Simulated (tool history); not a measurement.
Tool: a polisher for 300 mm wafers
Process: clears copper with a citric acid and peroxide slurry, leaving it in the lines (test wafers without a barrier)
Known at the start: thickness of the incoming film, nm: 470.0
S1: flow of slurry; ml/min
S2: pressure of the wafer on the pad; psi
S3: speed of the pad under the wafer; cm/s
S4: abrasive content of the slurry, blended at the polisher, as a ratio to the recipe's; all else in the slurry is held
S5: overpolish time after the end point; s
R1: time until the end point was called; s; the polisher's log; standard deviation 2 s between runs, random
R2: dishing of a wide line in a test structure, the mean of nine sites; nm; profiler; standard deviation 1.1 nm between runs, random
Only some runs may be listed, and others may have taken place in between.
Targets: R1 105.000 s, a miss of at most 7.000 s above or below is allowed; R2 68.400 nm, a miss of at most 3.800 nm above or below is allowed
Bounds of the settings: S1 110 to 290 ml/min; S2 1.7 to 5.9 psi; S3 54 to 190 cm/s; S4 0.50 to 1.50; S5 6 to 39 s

{"run": 1, "hour": 0.0, "S1": 185, "S2": 3.8, "S3": 122, "S4": 1.0, "S5": 20, "R1": 108.58, "R2": 50.656}
{"run": 2, "hour": 5.7, "S1": 185, "S2": 3.1, "S3": 122, "S4": 1.0, "S5": 20, "R1": 135.85, "R2": 42.592}
{"run": 3, "hour": 11.9, "S1": 185, "S2": 3.1, "S3": 146, "S4": 1.0, "S5": 20, "R1": 113.92, "R2": 48.724}
{"run": 4, "hour": 18.4, "S1": 230, "S2": 3.1, "S3": 146, "S4": 1.0, "S5": 20, "R1": 111.05, "R2": 50.252}
{"run": 5, "hour": 24.4, "S1": 230, "S2": 3.5, "S3": 146, "S4": 1.0, "S5": 20, "R1": 99.156, "R2": 54.739}
{"run": 6, "hour": 25.7, "S1": 250, "S2": 3.5, "S3": 146, "S4": 1.0, "S5": 20, "R1": 98.475, "R2": 54.893}
{"run": 7, "hour": 32.1, "S1": 250, "S2": 3.5, "S3": 146, "S4": 1.0, "S5": 21, "R1": 98.868, "R2": 55.894}
{"run": 8, "hour": 32.8, "S1": 250, "S2": 3.5, "S3": 146, "S4": 1.0, "S5": 22, "R1": 98.888, "R2": 57.91}
{"run": 9, "hour": 41.3, "S1": 250, "S2": 3.5, "S3": 146, "S4": 1.0, "S5": 23, "R1": 98.112, "R2": 59.905}
{"run": 10, "hour": 48.3, "S1": 250, "S2": 3.5, "S3": 146, "S4": 1.0, "S5": 24, "R1": 97.202, "R2": 63.075}

Consider the 4 candidate settings below. Which is the only one whose results all fall within their allowed miss of target?
{"run": "A", "hour": 55.3, "S1": 290, "S2": 3.7, "S3": 124, "S4": 1.15, "S5": 30, "R1": "?", "R2": "?"}
{"run": "B", "hour": 55.3, "S1": 285, "S2": 3.8, "S3": 154, "S4": 1.0, "S5": 19, "R1": "?", "R2": "?"}
{"run": "C", "hour": 55.3, "S1": 220, "S2": 3.5, "S3": 116, "S4": 0.8, "S5": 36, "R1": "?", "R2": "?"}
{"run": "D", "hour": 55.3, "S1": 240, "S2": 2.9, "S3": 144, "S4": 1.0, "S5": 35, "R1": "?", "R2": "?"}

move=A R1=106.510 R2=69.341
move=B R1=87.698 R2=58.676
move=C R1=130.030 R2=68.315
move=D R1=122.950 R2=68.095
A: every result lands within tolerance
B: the biggest miss grows against the last run
C: puts the biggest miss on target and leaves a different result outside tolerance
D: puts the biggest miss on target and leaves a different result outside tolerance
So the answer is move A, the one that meets all the targets.
